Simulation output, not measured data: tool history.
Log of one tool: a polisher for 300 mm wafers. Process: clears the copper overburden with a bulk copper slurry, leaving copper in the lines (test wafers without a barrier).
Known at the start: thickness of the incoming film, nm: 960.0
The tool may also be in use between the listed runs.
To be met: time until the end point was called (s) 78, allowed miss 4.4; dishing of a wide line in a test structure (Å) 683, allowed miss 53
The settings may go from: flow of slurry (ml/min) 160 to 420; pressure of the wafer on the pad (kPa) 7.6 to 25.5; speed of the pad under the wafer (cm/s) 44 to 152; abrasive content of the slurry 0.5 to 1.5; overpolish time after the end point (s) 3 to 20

| run | day | flow of slurry (ml/min) | pressure of the wafer on the pad (kPa) | speed of the pad under the wafer (cm/s) | abrasive content of the slurry | overpolish time after the end point (s) | time until the end point was called (s) | dishing of a wide line in a test structure (Å) |
|---|---|---|---|---|---|---|---|---|
| 1 | 0 | 270 | 16.5 | 98 | 1 | 10 | 110.57 | 534.34 |
| 2 | 0.321 | 230 | 16.5 | 98 | 1 | 10 | 116.87 | 516.76 |
| 3 | 0.612 | 230 | 15.2 | 98 | 1 | 10 | 125.95 | 484.32 |
| 4 | 0.733 | 240 | 16.5 | 98 | 1 | 10 | 113.93 | 529.14 |
| 5 | 0.875 | 240 | 16.5 | 98 | 1.2 | 10 | 111.04 | 523.45 |
| 6 | 0.996 | 250 | 17.2 | 98 | 1.2 | 10 | 108.8 | 536.52 |
| 7 | 1.267 | 255 | 18.6 | 98 | 1.2 | 10 | 102.72 | 572.79 |
| 8 | 1.492 | 260 | 19.3 | 98 | 1.2 | 10 | 94.732 | 595.83 |
| 9 | 1.8 | 265 | 20 | 98 | 1.2 | 10 | 94.959 | 583.95 |
| 10 | 1.854 | 265 | 20.7 | 98 | 1.2 | 10 | 95.287 | 606.08 |
| 11 | 1.962 | 270 | 21.4 | 98 | 1.2 | 10 | 90.004 | 622.83 |
| 12 | 2.158 | 270 | 22.1 | 98 | 1.2 | 10 | 88.909 | 638.91 |
| 13 | 2.483 | 275 | 22.8 | 98 | 1.2 | 10 | 87.217 | 626.87 |
| 14 | 2.504 | 275 | 23.4 | 98 | 1.2 | 10 | 85.06 | 676.67 |

5 next moves are on the table. One of them brings every result within its allowed miss. Which?
| A | 2.525 | 220 | 23.4 | 88 | 1.4 | 13 | ? | ? |
| B | 2.525 | 275 | 21.4 | 90 | 1.15 | 11 | ? | ? |
| C | 2.525 | 295 | 20 | 94 | 1.3 | 12 | ? | ? |
| D | 2.525 | 300 | 22.1 | 80 | 1.4 | 13 | ? | ? |
| E | 2.525 | 280 | 24.8 | 106 | 0.95 | 10 | ? | ? |

| move | time until the end point was called (s) | dishing of a wide line in a test structure (Å) |
|---|---|---|
| A | 93.829 | 739.18 |
| B | 99.774 | 626.31 |
| C | 97.775 | 672.1 |
| D | 103.65 | 687.57 |
| E | 78.746 | 699.84 |
A: further off than the last run
B: further off than the last run
C: further off than the last run
D: further off than the last run
E: meets every target
Move E is the one to make.

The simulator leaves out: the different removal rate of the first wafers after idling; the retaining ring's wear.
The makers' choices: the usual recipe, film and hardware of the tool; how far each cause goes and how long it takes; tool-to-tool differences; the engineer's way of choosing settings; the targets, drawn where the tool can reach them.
